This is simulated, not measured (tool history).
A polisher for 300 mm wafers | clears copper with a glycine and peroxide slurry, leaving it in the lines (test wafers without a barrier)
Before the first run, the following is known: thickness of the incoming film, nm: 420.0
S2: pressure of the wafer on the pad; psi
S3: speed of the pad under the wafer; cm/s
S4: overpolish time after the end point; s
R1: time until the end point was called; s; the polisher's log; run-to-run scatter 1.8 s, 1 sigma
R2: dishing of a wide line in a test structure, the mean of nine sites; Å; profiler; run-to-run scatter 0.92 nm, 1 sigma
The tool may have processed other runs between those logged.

{"run": 1, "hour": 0.0, "flow of slurry (ml/min)": 245, "S2": 1.7, "S3": 128, "S4": 29, "R1": 90.258, "R2": 611.39}
{"run": 2, "hour": 4.1, "flow of slurry (ml/min)": 245, "S2": 1.7, "S3": 116, "S4": 29, "R1": 99.095, "R2": 617.84}
{"run": 3, "hour": 11.2, "flow of slurry (ml/min)": 245, "S2": 1.5, "S3": 116, "S4": 29, "R1": 106.06, "R2": 565.68}
{"run": 4, "hour": 16.1, "flow of slurry (ml/min)": 245, "S2": 1.4, "S3": 114, "S4": 30, "R1": 113.17, "R2": 549.21}
{"run": 5, "hour": 19.4, "flow of slurry (ml/min)": 245, "S2": 1.8, "S3": 114, "S4": 30, "R1": 93.838, "R2": 638.35}
{"run": 6, "hour": 26.3, "flow of slurry (ml/min)": 245, "S2": 1.8, "S3": 96, "S4": 30, "R1": 101.17, "R2": 595.44}

Forecast run 7:
{"run": 7, "hour": 30.0, "flow of slurry (ml/min)": 245, "S2": 1.7, "S3": 94, "S4": 31, "R1": "?", "R2": "?"}

Logged for run 7: R1 109.220 s, R2 586.14 Å.
